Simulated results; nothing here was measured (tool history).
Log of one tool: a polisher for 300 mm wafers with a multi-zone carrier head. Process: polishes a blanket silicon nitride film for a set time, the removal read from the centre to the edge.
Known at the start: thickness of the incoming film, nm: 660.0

| run | hour | flow of slurry (ml/min) | pressure of the head's centre zone | pressure of the head's middle zone | pressure of the head's edge zone | polishing time (s) | film removed at the wafer's centre (angstrom) | film removed at mid-radius (angstrom) | film removed at the wafer's edge (angstrom) |
|---|---|---|---|---|---|---|---|---|---|
| 1 | 0 | 130 | 1 | 1 | 1 | 76 | 1332.5 | 1333.2 | 1351.6 |
| 2 | 1.6 | 115 | 1 | 1 | 1 | 76 | 1299.1 | 1271.8 | 1333.3 |
| 3 | 3.6 | 115 | 1 | 1 | 1 | 92 | 1572.1 | 1541.4 | 1608.8 |
| 4 | 7.6 | 115 | 0.92 | 1 | 1 | 92 | 1455.5 | 1566 | 1618.9 |
| 5 | 10.5 | 115 | 0.92 | 1.04 | 1 | 92 | 1440.9 | 1602.1 | 1620.3 |
| 6 | 16.5 | 130 | 0.98 | 0.99 | 1.02 | 92 | 1597.9 | 1604.1 | 1664.2 |
| 7 | 22.8 | 140 | 1.02 | 0.95 | 1.04 | 92 | 1700 | 1559 | 1695.1 |
| 8 | 30.7 | 150 | 1.05 | 0.93 | 1.05 | 92 | 1785.4 | 1572.4 | 1743.2 |

The next listed run, before its measurement:
| 9 | 37.7 | 155 | 1.08 | 0.92 | 1.04 | 92 | ? | ? | ? |

{"run 9": {"film removed at the wafer's centre (angstrom)": 1843.8, "film removed at mid-radius (angstrom)": 1550.5, "film removed at the wafer's edge (angstrom)": 1730.6}}
